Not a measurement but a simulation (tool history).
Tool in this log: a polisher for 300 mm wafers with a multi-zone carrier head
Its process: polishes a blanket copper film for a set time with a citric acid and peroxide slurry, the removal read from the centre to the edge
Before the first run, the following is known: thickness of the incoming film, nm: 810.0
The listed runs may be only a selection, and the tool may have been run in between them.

run	hour	flow of slurry (ml/min)	pressure of the head's centre zone	pressure of the head's middle zone	pressure of the head's edge zone	abrasive content of the slurry	polishing time (s)	film removed at the wafer's centre (angstrom)	film removed at mid-radius (angstrom)	film removed at the wafer's edge (angstrom)
1	0.0	135	1.00	1.00	1.00	1.00	81	1282.7	1286.3	1282.7
2	8.0	135	1.00	0.94	1.00	1.00	81	1274.7	1242.1	1270.0
3	16.5	135	1.00	0.94	0.94	1.00	81	1284.9	1260.7	1234.6
4	21.8	135	1.05	0.94	0.94	1.00	81	1368.1	1253.8	1225.2
5	29.5	135	1.05	0.94	0.94	0.95	81	1321.8	1206.2	1237.8
6	36.6	155	1.05	0.94	0.94	0.95	81	1373.3	1266.4	1228.4
7	44.4	150	1.01	0.93	0.94	0.85	79	1270.3	1155.5	1185.4
8	52.2	145	0.96	0.94	0.93	0.80	77	1114.2	1143.2	1115.0

For run 9, what comes out?
9	58.7	135	0.94	0.92	0.93	0.75	77	?	?	?

Run 9 measured film removed at the wafer's centre (angstrom) 1043.5, film removed at mid-radius (angstrom) 1083.8, film removed at the wafer's edge (angstrom) 1059.8.
